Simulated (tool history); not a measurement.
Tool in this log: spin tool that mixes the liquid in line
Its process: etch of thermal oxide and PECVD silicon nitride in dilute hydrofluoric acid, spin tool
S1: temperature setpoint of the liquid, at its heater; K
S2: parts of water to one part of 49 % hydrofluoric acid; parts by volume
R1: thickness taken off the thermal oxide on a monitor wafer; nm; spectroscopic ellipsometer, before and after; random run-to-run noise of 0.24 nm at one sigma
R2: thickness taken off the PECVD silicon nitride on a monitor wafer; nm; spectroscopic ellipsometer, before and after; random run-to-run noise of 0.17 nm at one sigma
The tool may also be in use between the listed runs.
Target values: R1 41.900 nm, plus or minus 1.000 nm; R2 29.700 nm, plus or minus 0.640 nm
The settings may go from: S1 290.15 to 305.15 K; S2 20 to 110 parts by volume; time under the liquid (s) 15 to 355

{"run": 1, "hour": 0.0, "S1": 297.15, "S2": 60, "time under the liquid (s)": 180, "R1": 15.666, "R2": 10.711}
{"run": 2, "hour": 5.0, "S1": 298.15, "S2": 50, "time under the liquid (s)": 185, "R1": 20.402, "R2": 14.158}
{"run": 3, "hour": 8.7, "S1": 294.65, "S2": 50, "time under the liquid (s)": 185, "R1": 17.432, "R2": 11.16}
{"run": 4, "hour": 16.5, "S1": 296.15, "S2": 45, "time under the liquid (s)": 185, "R1": 20.967, "R2": 13.847}
{"run": 5, "hour": 23.9, "S1": 297.15, "S2": 40, "time under the liquid (s)": 185, "R1": 24.916, "R2": 16.456}
{"run": 6, "hour": 24.7, "S1": 297.15, "S2": 40, "time under the liquid (s)": 120, "R1": 16.038, "R2": 10.695}
{"run": 7, "hour": 31.4, "S1": 298.15, "S2": 35, "time under the liquid (s)": 130, "R1": 20.944, "R2": 13.936}
{"run": 8, "hour": 33.1, "S1": 298.15, "S2": 35, "time under the liquid (s)": 130, "R1": 20.785, "R2": 14.019}
{"run": 9, "hour": 35.9, "S1": 299.15, "S2": 30, "time under the liquid (s)": 135, "R1": 26.354, "R2": 18.112}
{"run": 10, "hour": 40.0, "S1": 300.15, "S2": 30, "time under the liquid (s)": 135, "R1": 27.711, "R2": 19.396}
{"run": 11, "hour": 46.8, "S1": 302.65, "S2": 20, "time under the liquid (s)": 160, "R1": 55.719, "R2": 40.064}
{"run": 12, "hour": 50.1, "S1": 302.15, "S2": 20, "time under the liquid (s)": 160, "R1": 54.088, "R2": 38.785}
{"run": 13, "hour": 59.2, "S1": 301.65, "S2": 20, "time under the liquid (s)": 160, "R1": 52.87, "R2": 37.102}
{"run": 14, "hour": 64.4, "S1": 301.15, "S2": 20, "time under the liquid (s)": 160, "R1": 51.301, "R2": 36.291}
{"run": 15, "hour": 71.4, "S1": 300.65, "S2": 20, "time under the liquid (s)": 160, "R1": 51.039, "R2": 34.766}

Exactly one of the 4 candidate moves below puts every result within its allowed miss. Which one?
{"run": "A", "hour": 78.4, "S1": 300.15, "S2": 35, "time under the liquid (s)": 240, "R1": "?", "R2": "?"}
{"run": "B", "hour": 78.4, "S1": 302.65, "S2": 35, "time under the liquid (s)": 200, "R1": "?", "R2": "?"}
{"run": "C", "hour": 78.4, "S1": 305.15, "S2": 20, "time under the liquid (s)": 105, "R1": "?", "R2": "?"}
{"run": "D", "hour": 78.4, "S1": 304.15, "S2": 35, "time under the liquid (s)": 195, "R1": "?", "R2": "?"}

move=A R1=41.415 R2=29.489
move=B R1=38.176 R2=28.976
move=C R1=39.714 R2=30.794
move=D R1=39.508 R2=31.143
A: each result inside its tolerance
B: moves the result that the last run missed by most past its target, out the other side
C: moves the result that the last run missed by most past its target, out the other side
D: moves the result that the last run missed by most past its target, out the other side
Move A is the one to make.
